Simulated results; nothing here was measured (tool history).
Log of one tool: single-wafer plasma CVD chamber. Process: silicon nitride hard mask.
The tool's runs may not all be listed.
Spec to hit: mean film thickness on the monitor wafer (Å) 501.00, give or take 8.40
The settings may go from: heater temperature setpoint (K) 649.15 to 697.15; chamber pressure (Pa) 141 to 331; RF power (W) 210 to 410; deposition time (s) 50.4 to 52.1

run  hour  heater temperature setpoint (K)  chamber pressure (Pa)  RF power (W)  deposition time (s)  mean film thickness on the monitor wafer (Å)
  1   0.0                           673.15                    236           310                 50.4                                        611.49
  2   7.2                           673.15                    208           295                 50.4                                        557.33
  3  14.8                           673.15                    189           295                 50.4                                        536.39
  4  17.7                           679.15                    189           295                 50.4                                        532.89
  5  22.0                           679.15                    221           295                 50.4                                        564.38
  6  30.4                           680.15                    201           295                 50.4                                        547.44
  7  35.8                           680.15                    187           295                 50.4                                        535.20
     36.6  -- capacitance manometer re-zeroed and calibrated
  8  36.6                           680.15                    141           290                 50.4                                        451.81
  9  41.9                           680.15                    141           290                 50.4                                        456.46
 10  46.2                           680.15                    152           290                 50.4                                        465.46
 11  46.8                           680.15                    152           290                 50.4                                        466.31
 12  49.5                           680.15                    160           290                 50.4                                        476.38
 13  50.6                           679.15                    165           290                 50.4                                        480.95
 14  57.7                           679.15                    196           295                 50.4                                        530.80
 15  58.4                           681.15                    191           295                 50.4                                        524.27
 16  64.0                           681.15                    156           290                 50.4                                        476.88

Below are 4 possible settings for the next run. Only one of them brings all results inside the allowed miss of their targets. Which is it?
  A  69.6                           679.15                    147           290                 51.5                                             ?
  B  69.6                           682.15                    171           295                 52.1                                             ?
  C  69.6                           681.15                    163           290                 52.1                                             ?
  D  69.6                           681.15                    160           290                 50.7                                             ?

move  mean film thickness on the monitor wafer (Å)
   A                                        470.71
   B                                        519.39
   C                                        499.59
   D                                        482.48
A: lands further from the targets than the last run did
B: takes the result that was furthest off past its target
C: meets every target
D: an improvement on the last run, though not all results are within tolerance
C meets every target.

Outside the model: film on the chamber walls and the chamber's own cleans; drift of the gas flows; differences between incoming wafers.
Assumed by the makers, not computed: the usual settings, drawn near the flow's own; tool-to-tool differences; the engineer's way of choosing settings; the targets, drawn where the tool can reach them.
